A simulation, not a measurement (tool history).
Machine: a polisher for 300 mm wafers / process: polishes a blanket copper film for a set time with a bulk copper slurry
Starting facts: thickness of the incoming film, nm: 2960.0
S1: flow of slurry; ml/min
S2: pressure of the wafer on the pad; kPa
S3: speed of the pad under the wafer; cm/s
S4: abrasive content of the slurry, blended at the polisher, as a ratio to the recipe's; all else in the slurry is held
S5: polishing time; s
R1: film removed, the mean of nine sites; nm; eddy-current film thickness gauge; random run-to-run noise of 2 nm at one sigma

run	hour	S1	S2	S3	S4	S5	R1
1	0.0	205	11.0	116	1.00	65	415.97
2	4.9	205	11.0	126	1.00	65	470.69
3	10.6	205	9.7	120	1.00	65	382.41
4	18.4	205	8.3	116	1.00	65	326.39
5	24.8	205	8.3	94	1.00	65	268.18
6	27.8	205	8.3	94	1.15	65	272.89
7	36.4	205	7.6	94	1.15	65	252.30

The next listed run, before its measurement:
8	42.6	205	6.9	94	1.15	65	?

{"run 8": {"R1": 224.37}}

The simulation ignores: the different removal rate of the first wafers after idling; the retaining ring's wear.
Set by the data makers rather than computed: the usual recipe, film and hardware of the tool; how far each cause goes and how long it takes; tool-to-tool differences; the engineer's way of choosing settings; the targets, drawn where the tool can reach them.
